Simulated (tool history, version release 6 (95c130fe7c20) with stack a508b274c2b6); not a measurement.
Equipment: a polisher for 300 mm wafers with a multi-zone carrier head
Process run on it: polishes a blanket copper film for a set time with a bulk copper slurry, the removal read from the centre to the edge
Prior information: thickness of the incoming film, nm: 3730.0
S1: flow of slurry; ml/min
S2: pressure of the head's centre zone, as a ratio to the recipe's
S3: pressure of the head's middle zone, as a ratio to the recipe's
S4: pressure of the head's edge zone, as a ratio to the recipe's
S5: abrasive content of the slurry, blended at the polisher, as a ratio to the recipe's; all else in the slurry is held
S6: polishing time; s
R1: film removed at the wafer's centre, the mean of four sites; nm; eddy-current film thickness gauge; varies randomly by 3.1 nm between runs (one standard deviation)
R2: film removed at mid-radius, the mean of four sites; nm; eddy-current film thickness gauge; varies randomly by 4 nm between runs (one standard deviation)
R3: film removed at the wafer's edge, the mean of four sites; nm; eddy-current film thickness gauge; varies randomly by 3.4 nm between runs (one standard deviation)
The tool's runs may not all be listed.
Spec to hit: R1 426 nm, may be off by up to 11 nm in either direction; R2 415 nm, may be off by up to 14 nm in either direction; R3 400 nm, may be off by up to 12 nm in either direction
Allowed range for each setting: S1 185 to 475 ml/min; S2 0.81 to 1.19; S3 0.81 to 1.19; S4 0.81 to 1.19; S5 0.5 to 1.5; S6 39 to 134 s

{"run": 1, "day": 0.0, "S1": 305, "S2": 1, "S3": 1, "S4": 1, "S5": 1, "S6": 86, "R1": 680.57, "R2": 666.77, "R3": 677.26}
{"run": 2, "day": 0.104, "S1": 305, "S2": 1, "S3": 1, "S4": 1.03, "S5": 1, "S6": 86, "R1": 682.58, "R2": 668.92, "R3": 686.17}
{"run": 3, "day": 0.208, "S1": 305, "S2": 1, "S3": 1, "S4": 1.01, "S5": 0.95, "S6": 82, "R1": 640.54, "R2": 630.8, "R3": 640.14}
{"run": 4, "day": 0.508, "S1": 305, "S2": 1, "S3": 1, "S4": 0.93, "S5": 0.95, "S6": 82, "R1": 642.54, "R2": 619.43, "R3": 606.06}
{"run": 5, "day": 0.65, "S1": 305, "S2": 1, "S3": 1, "S4": 0.93, "S5": 0.85, "S6": 82, "R1": 621.86, "R2": 617.19, "R3": 598.16}
{"run": 6, "day": 0.804, "S1": 305, "S2": 1, "S3": 0.99, "S4": 0.92, "S5": 0.8, "S6": 79, "R1": 592.25, "R2": 573.3, "R3": 572.68}
{"run": 7, "day": 0.938, "S1": 305, "S2": 1, "S3": 0.99, "S4": 0.91, "S5": 0.75, "S6": 76, "R1": 562.35, "R2": 554.24, "R3": 541.51}
{"run": 8, "day": 1.012, "S1": 305, "S2": 1, "S3": 0.99, "S4": 0.9, "S5": 0.7, "S6": 74, "R1": 542.47, "R2": 525.99, "R3": 512.63}
{"run": 9, "day": 1.125, "S1": 305, "S2": 1, "S3": 0.99, "S4": 0.89, "S5": 0.7, "S6": 72, "R1": 521.14, "R2": 508.34, "R3": 495.55}
{"run": 10, "day": 1.329, "S1": 305, "S2": 1, "S3": 0.99, "S4": 0.88, "S5": 0.7, "S6": 71, "R1": 513.59, "R2": 500.54, "R3": 482.9}
{"run": 11, "day": 1.558, "S1": 305, "S2": 1, "S3": 0.99, "S4": 0.87, "S5": 0.7, "S6": 70, "R1": 507.5, "R2": 490.34, "R3": 477.55}

Below are 4 possible settings for the next run. Only one of them brings all results inside the allowed miss of their targets. Which is it?
{"run": "A", "day": 1.788, "S1": 365, "S2": 0.97, "S3": 0.88, "S4": 0.86, "S5": 0.75, "S6": 87, "R1": "?", "R2": "?", "R3": "?"}
{"run": "B", "day": 1.788, "S1": 280, "S2": 1, "S3": 0.99, "S4": 0.88, "S5": 0.75, "S6": 58, "R1": "?", "R2": "?", "R3": "?"}
{"run": "C", "day": 1.788, "S1": 330, "S2": 0.84, "S3": 0.9, "S4": 0.99, "S5": 0.65, "S6": 64, "R1": "?", "R2": "?", "R3": "?"}
{"run": "D", "day": 1.788, "S1": 345, "S2": 1.05, "S3": 1.02, "S4": 0.82, "S5": 0.6, "S6": 61, "R1": "?", "R2": "?", "R3": "?"}

move=A R1=641.69 R2=570.48 R3=610.48
move=B R1=429.85 R2=409.48 R3=403.08
move=C R1=392.04 R2=411.03 R3=461.47
move=D R1=462.18 R2=428.86 R3=396.94
A: lands further from the targets than the last run did
B: meets every target
C: pushes the last run's worst result past its target
D: nearer than the last run, and not there yet
Answer: B

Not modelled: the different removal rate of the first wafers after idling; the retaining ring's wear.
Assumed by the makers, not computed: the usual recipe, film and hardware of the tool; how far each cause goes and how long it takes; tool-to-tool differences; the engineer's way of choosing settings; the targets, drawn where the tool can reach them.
